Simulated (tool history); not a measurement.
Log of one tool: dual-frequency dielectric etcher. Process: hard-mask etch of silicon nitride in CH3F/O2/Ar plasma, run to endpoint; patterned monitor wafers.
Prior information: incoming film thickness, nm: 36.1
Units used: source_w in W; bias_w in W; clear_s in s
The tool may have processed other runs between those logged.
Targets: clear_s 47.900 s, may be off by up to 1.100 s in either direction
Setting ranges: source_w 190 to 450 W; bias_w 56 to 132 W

{"run": 1, "hour": 0.0, "source_w": 320, "bias_w": 94, "clear_s": 55.912}
{"run": 2, "hour": 0.6, "source_w": 340, "bias_w": 95, "clear_s": 54.72}
{"run": 3, "hour": 4.1, "source_w": 380, "bias_w": 95, "clear_s": 52.924}
{"run": 4, "hour": 9.3, "source_w": 390, "bias_w": 97, "clear_s": 51.574}
{"run": 5, "hour": 10.3, "source_w": 400, "bias_w": 98, "clear_s": 51.695}
{"run": 6, "hour": 15.2, "source_w": 400, "bias_w": 83, "clear_s": 55.095}
{"run": 7, "hour": 20.4, "source_w": 410, "bias_w": 86, "clear_s": 53.781}
{"run": 8, "hour": 29.4, "source_w": 420, "bias_w": 89, "clear_s": 52.478}
{"run": 9, "hour": 33.0, "source_w": 420, "bias_w": 91, "clear_s": 51.936}

Exercise: of the 5 proposed moves below, exactly one satisfies all targets within the stated allowed misses. Which move is it?
{"run": "A", "hour": 36.6, "source_w": 430, "bias_w": 94, "clear_s": "?"}
{"run": "B", "hour": 36.6, "source_w": 450, "bias_w": 118, "clear_s": "?"}
{"run": "C", "hour": 36.6, "source_w": 400, "bias_w": 103, "clear_s": "?"}
{"run": "D", "hour": 36.6, "source_w": 450, "bias_w": 102, "clear_s": "?"}
{"run": "E", "hour": 36.6, "source_w": 410, "bias_w": 97, "clear_s": "?"}

move=A clear_s=51.058
move=B clear_s=45.479
move=C clear_s=50.186
move=D clear_s=48.515
move=E clear_s=51.137
A: closes in on the targets versus the last run, not all within tolerance yet
B: carries the result that was furthest off beyond its target, to the other side
C: closes in on the targets versus the last run, not all within tolerance yet
D: hits every target within its allowed miss
E: closes in on the targets versus the last run, not all within tolerance yet
The right move is D.
